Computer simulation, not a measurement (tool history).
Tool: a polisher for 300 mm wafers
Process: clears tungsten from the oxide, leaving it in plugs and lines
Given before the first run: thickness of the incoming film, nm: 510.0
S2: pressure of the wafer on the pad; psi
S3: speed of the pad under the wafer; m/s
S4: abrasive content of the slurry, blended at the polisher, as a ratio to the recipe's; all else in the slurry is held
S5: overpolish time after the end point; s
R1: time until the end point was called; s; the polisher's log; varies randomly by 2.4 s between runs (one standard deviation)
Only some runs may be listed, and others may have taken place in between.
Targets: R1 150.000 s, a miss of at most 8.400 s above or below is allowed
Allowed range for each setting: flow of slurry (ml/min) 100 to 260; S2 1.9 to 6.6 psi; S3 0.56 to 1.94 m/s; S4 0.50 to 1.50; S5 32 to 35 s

run 1 hour=0.0 | flow_of_slurry_(ml/min)=165 S2=4.2 S3=1.24 S4=1.00 S5=32 | R1=86.443
run 2 hour=6.5 | flow_of_slurry_(ml/min)=165 S2=4.0 S3=1.24 S4=1.00 S5=32 | R1=93.614
run 3 hour=13.0 | flow_of_slurry_(ml/min)=165 S2=4.0 S3=1.24 S4=0.90 S5=32 | R1=95.725
run 4 hour=20.7 | flow_of_slurry_(ml/min)=165 S2=3.8 S3=1.24 S4=0.90 S5=32 | R1=97.961
run 5 hour=24.2 | flow_of_slurry_(ml/min)=165 S2=2.8 S3=1.24 S4=0.90 S5=32 | R1=135.000
run 6 hour=31.4 | flow_of_slurry_(ml/min)=165 S2=2.8 S3=1.24 S4=1.10 S5=32 | R1=128.540
run 7 hour=35.6 | flow_of_slurry_(ml/min)=165 S2=2.7 S3=1.24 S4=1.10 S5=32 | R1=127.980
run 8 hour=44.5 | flow_of_slurry_(ml/min)=165 S2=2.6 S3=1.24 S4=1.10 S5=32 | R1=141.740

Next run, 4 choices. One meets every target within its allowed miss, the rest don't. Which?
run A hour=53.4 | flow_of_slurry_(ml/min)=150 S2=2.7 S3=1.28 S4=1.05 S5=32 | R1=?
run B hour=53.4 | flow_of_slurry_(ml/min)=255 S2=3.4 S3=0.86 S4=0.90 S5=32 | R1=?
run C hour=53.4 | flow_of_slurry_(ml/min)=180 S2=2.3 S3=1.48 S4=0.95 S5=32 | R1=?
run D hour=53.4 | flow_of_slurry_(ml/min)=140 S2=3.3 S3=1.10 S4=0.85 S5=35 | R1=?

move=A R1=130.910
move=B R1=150.420
move=C R1=132.340
move=D R1=131.040
A: the biggest miss grows against the last run
B: all results land within tolerance of their targets
C: the biggest miss grows against the last run
D: the biggest miss grows against the last run
Correct choice: B, which meets every target
